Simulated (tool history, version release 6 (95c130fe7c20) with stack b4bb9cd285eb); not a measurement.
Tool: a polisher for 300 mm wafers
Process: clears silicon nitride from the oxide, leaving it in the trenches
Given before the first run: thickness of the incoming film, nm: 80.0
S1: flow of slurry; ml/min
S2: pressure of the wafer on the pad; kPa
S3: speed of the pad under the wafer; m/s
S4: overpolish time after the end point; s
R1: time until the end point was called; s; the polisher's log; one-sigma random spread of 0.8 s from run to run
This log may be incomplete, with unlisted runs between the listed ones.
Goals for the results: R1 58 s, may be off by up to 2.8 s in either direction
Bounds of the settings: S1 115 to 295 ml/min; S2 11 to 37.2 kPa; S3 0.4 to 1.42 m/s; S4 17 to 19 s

run,hour,S1,S2,S3,S4,R1
1,0,190,24.1,0.9,17,96.868
2,1.1,190,27.6,0.9,17,85.107
3,5.6,190,30.3,0.92,17,77.194
4,10.2,190,32.4,0.94,17,70.254
5,18.1,190,33.8,0.94,17,68.64
6,21.5,190,33.8,0.8,17,79.663
# hour 23.5: worn pad replaced by a new one
7,23.5,190,35.2,0.86,17,61.305
8,24.2,190,35.9,0.86,17,61.257

Consider the 4 candidate settings below. Which is the only one whose results all fall within their allowed miss of target?
A,24.9,115,35.9,0.9,19,?
B,24.9,230,34.5,0.86,19,?
C,24.9,195,32.4,0.9,19,?
D,24.9,235,29,1.14,17,?

move,R1
A,64.149
B,64.154
C,66.539
D,58.831
A: the biggest miss grows against the last run
B: the biggest miss grows against the last run
C: the biggest miss grows against the last run
D: every result lands within tolerance
Answer: D

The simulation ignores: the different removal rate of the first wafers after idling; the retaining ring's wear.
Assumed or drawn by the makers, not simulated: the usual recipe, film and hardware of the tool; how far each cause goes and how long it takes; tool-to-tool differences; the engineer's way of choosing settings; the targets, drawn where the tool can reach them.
